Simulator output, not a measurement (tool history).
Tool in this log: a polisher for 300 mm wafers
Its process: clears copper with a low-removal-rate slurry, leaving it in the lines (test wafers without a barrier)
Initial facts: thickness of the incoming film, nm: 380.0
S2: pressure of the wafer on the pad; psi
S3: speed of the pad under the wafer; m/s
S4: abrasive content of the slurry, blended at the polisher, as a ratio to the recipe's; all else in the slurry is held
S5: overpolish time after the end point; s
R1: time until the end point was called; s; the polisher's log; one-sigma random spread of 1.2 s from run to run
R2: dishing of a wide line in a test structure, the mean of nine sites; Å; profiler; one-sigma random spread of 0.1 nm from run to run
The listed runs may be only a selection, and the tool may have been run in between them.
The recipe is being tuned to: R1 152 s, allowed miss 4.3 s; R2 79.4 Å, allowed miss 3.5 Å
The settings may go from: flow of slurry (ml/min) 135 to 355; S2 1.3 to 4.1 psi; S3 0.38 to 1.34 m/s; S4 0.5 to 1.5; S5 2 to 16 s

{"run": 1, "hour": 0.0, "flow of slurry (ml/min)": 225, "S2": 2.7, "S3": 0.86, "S4": 1, "S5": 8, "R1": 212.54, "R2": 88.538}
{"run": 2, "hour": 2.2, "flow of slurry (ml/min)": 225, "S2": 2.3, "S3": 0.86, "S4": 1, "S5": 8, "R1": 241.87, "R2": 80.562}
{"run": 3, "hour": 3.7, "flow of slurry (ml/min)": 235, "S2": 2.6, "S3": 0.86, "S4": 1, "S5": 7, "R1": 218.23, "R2": 76.714}
{"run": 4, "hour": 11.0, "flow of slurry (ml/min)": 235, "S2": 2.6, "S3": 1.08, "S4": 1, "S5": 7, "R1": 173.37, "R2": 92.438}
{"run": 5, "hour": 19.7, "flow of slurry (ml/min)": 235, "S2": 2.6, "S3": 1.08, "S4": 1.15, "S5": 7, "R1": 170.48, "R2": 95.307}
{"run": 6, "hour": 21.9, "flow of slurry (ml/min)": 235, "S2": 2.7, "S3": 1.08, "S4": 1.15, "S5": 6, "R1": 167.01, "R2": 84.917}
{"run": 7, "hour": 24.4, "flow of slurry (ml/min)": 240, "S2": 2.8, "S3": 1.08, "S4": 1.15, "S5": 6, "R1": 157.73, "R2": 88.346}
{"run": 8, "hour": 30.0, "flow of slurry (ml/min)": 245, "S2": 2.8, "S3": 1.08, "S4": 1.15, "S5": 6, "R1": 160.38, "R2": 90.013}
{"run": 9, "hour": 36.6, "flow of slurry (ml/min)": 240, "S2": 2.8, "S3": 1.08, "S4": 1.15, "S5": 6, "R1": 161.06, "R2": 87.338}
{"run": 10, "hour": 44.3, "flow of slurry (ml/min)": 245, "S2": 2.8, "S3": 1.08, "S4": 1.15, "S5": 6, "R1": 161.19, "R2": 88.037}
{"run": 11, "hour": 52.2, "flow of slurry (ml/min)": 245, "S2": 2.8, "S3": 1.08, "S4": 1.15, "S5": 6, "R1": 161.15, "R2": 88.271}

Which of these 4 next moves meets every target?
{"run": "A", "hour": 60.1, "flow of slurry (ml/min)": 235, "S2": 2.9, "S3": 1.04, "S4": 1.1, "S5": 6, "R1": "?", "R2": "?"}
{"run": "B", "hour": 60.1, "flow of slurry (ml/min)": 245, "S2": 2, "S3": 1.34, "S4": 1.25, "S5": 6, "R1": "?", "R2": "?"}
{"run": "C", "hour": 60.1, "flow of slurry (ml/min)": 250, "S2": 2.5, "S3": 1.12, "S4": 1.25, "S5": 6, "R1": "?", "R2": "?"}
{"run": "D", "hour": 60.1, "flow of slurry (ml/min)": 245, "S2": 2.7, "S3": 1.14, "S4": 1.25, "S5": 5, "R1": "?", "R2": "?"}

move=A R1=164.94 R2=86.44
move=B R1=161.98 R2=87.589
move=C R1=165.47 R2=86.115
move=D R1=154.28 R2=78.044
A: lands further from the targets than the last run did
B: closer than the last run, but not yet in spec
C: lands further from the targets than the last run did
D: every result within its allowed miss
Move D is the one to make.
